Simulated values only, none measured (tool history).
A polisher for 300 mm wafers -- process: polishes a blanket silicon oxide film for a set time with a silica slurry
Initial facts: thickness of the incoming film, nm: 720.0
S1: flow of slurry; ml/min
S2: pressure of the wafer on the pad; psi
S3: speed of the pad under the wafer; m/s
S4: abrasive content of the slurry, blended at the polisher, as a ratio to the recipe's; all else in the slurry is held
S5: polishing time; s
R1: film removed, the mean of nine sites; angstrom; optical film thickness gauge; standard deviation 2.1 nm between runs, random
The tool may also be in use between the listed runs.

run,hour,S1,S2,S3,S4,S5,R1
1,0,230,2.7,1.26,1,44,1118.2
2,5.7,230,2.7,1.26,1,46,1149.8
3,11.8,230,3,1.28,1,46,1323.7
4,20.5,230,3.1,1.28,1,46,1354.3
5,24.4,275,3.1,1.28,1,46,1434.2
6,28,275,3.1,1.28,0.8,46,1267.1
7,35.8,280,3.3,1.28,0.8,46,1342.6

Run 8 comes next. What will it give?
8,42.3,285,3.4,1.28,0.8,46,?

{"run 8": {"R1": 1362.7}}

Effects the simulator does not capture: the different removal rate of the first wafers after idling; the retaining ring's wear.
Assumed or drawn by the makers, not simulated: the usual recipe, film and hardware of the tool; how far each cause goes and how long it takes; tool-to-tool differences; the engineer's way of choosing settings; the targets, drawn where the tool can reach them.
